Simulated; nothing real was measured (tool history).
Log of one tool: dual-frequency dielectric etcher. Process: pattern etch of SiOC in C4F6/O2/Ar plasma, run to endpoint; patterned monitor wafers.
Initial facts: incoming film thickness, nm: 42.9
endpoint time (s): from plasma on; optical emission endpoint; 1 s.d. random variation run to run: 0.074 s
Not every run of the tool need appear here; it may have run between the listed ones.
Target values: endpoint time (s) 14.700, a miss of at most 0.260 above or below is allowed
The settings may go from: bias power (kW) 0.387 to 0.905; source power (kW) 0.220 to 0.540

Run 1, hour 0.0: bias power (kW) 0.646, source power (kW) 0.380. Result: endpoint time (s) 12.779.
Run 2, hour 5.4: bias power (kW) 0.646, source power (kW) 0.430. Result: endpoint time (s) 12.118.
Run 3, hour 6.5: bias power (kW) 0.591, source power (kW) 0.420. Result: endpoint time (s) 12.634.
Run 4, hour 10.4: bias power (kW) 0.548, source power (kW) 0.410. Result: endpoint time (s) 13.194.
Run 5, hour 16.9: bias power (kW) 0.514, source power (kW) 0.410. Result: endpoint time (s) 13.508.
Run 6, hour 17.7: bias power (kW) 0.488, source power (kW) 0.410. Result: endpoint time (s) 13.863.
Run 7, hour 20.8: bias power (kW) 0.471, source power (kW) 0.410. Result: endpoint time (s) 13.873.
Run 8, hour 24.3: bias power (kW) 0.453, source power (kW) 0.410. Result: endpoint time (s) 14.121.
Run 9, hour 32.3: bias power (kW) 0.441, source power (kW) 0.410. Result: endpoint time (s) 14.248.
Run 10, hour 35.1: bias power (kW) 0.441, source power (kW) 0.410. Result: endpoint time (s) 14.282.

4 next moves are on the table. One of them brings every result within its allowed miss. Which?
Run A, hour 37.9: bias power (kW) 0.472, source power (kW) 0.440. Result: endpoint time (s) ?.
Run B, hour 37.9: bias power (kW) 0.448, source power (kW) 0.380. Result: endpoint time (s) ?.
Run C, hour 37.9: bias power (kW) 0.420, source power (kW) 0.440. Result: endpoint time (s) ?.
Run D, hour 37.9: bias power (kW) 0.463, source power (kW) 0.410. Result: endpoint time (s) ?.

move  endpoint time (s)
   A             13.684
   B             14.945
   C             14.310
   D             14.240
A: moves away from the targets compared with the last run
B: every result within its allowed miss
C: gains on the last run, yet a result remains outside its allowed miss
D: moves away from the targets compared with the last run
B is the move that brings every result within its allowed miss.
